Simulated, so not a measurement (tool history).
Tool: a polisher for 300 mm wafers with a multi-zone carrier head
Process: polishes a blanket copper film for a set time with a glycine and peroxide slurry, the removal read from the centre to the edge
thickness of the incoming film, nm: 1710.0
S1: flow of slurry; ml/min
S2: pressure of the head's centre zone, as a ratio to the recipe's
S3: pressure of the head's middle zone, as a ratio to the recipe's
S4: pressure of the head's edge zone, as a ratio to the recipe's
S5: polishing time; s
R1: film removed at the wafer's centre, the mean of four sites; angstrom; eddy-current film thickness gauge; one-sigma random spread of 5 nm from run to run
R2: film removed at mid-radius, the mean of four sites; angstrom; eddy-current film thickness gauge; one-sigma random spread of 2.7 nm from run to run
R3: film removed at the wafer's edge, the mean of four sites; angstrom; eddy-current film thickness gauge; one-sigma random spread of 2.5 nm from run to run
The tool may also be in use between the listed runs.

run	hour	S1	S2	S3	S4	S5	R1	R2	R3
1	0.0	150	1.00	1.00	1.00	62	2736.8	2716.5	2646.3
2	4.7	155	1.01	1.00	1.02	63	2851.1	2812.1	2718.5
3	7.8	155	1.01	0.92	1.02	63	2759.5	2635.8	2768.2
4	9.6	125	1.01	0.92	1.02	63	2639.5	2518.5	2662.5
5	12.9	125	1.01	0.84	1.02	63	2624.2	2367.3	2632.2
6	17.4	125	1.05	0.84	1.02	63	2767.6	2362.3	2671.2
7	20.1	135	1.05	0.86	1.03	63	2743.9	2462.7	2725.7
8	28.0	145	1.07	0.87	1.04	63	2855.7	2536.4	2731.4
9	30.2	150	1.08	0.87	1.05	64	3022.8	2545.7	2813.2

Forecast run 10:
10	36.4	155	1.08	0.88	1.06	64	?	?	?

Run 10 produced R1 3050.7 angstrom, R2 2621.3 angstrom, R3 2836.3 angstrom.

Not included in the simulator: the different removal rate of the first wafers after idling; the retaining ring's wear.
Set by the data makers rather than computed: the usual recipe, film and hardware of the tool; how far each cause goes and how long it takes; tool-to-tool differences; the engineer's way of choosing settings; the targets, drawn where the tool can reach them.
